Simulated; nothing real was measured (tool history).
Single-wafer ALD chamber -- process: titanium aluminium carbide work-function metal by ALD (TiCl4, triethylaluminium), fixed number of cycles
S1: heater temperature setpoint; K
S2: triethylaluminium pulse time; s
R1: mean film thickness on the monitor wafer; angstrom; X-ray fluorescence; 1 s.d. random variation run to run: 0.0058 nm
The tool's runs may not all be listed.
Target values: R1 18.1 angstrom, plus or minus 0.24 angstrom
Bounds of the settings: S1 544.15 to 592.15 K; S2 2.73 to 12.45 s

run 1 hour=0 | S1=568.15 S2=7.59 | R1=19.181
run 2 hour=3.7 | S1=565.15 S2=7.49 | R1=18.883
run 3 hour=6.3 | S1=563.15 S2=7.41 | R1=18.556
run 4 hour=11.7 | S1=568.15 S2=7.41 | R1=19.072
run 5 hour=19.4 | S1=565.15 S2=7.34 | R1=18.837
run 6 hour=24.6 | S1=563.15 S2=7.27 | R1=18.66
run 7 hour=31.9 | S1=563.15 S2=7.27 | R1=18.604
run 8 hour=39.7 | S1=561.15 S2=7.22 | R1=18.351
run 9 hour=43.4 | S1=561.15 S2=7.22 | R1=18.415

Which of these 5 next moves meets every target?
run A hour=47.1 | S1=565.15 S2=7.93 | R1=?
run B hour=47.1 | S1=568.15 S2=7.13 | R1=?
run C hour=47.1 | S1=561.15 S2=8.36 | R1=?
run D hour=47.1 | S1=561.15 S2=7.56 | R1=?
run E hour=47.1 | S1=566.15 S2=6.25 | R1=?

move=A R1=19.057
move=B R1=18.812
move=C R1=18.953
move=D R1=18.564
move=E R1=17.958
A: the biggest miss grows against the last run
B: the biggest miss grows against the last run
C: the biggest miss grows against the last run
D: the biggest miss grows against the last run
E: each result inside its tolerance
E is the move that brings every result within its allowed miss.

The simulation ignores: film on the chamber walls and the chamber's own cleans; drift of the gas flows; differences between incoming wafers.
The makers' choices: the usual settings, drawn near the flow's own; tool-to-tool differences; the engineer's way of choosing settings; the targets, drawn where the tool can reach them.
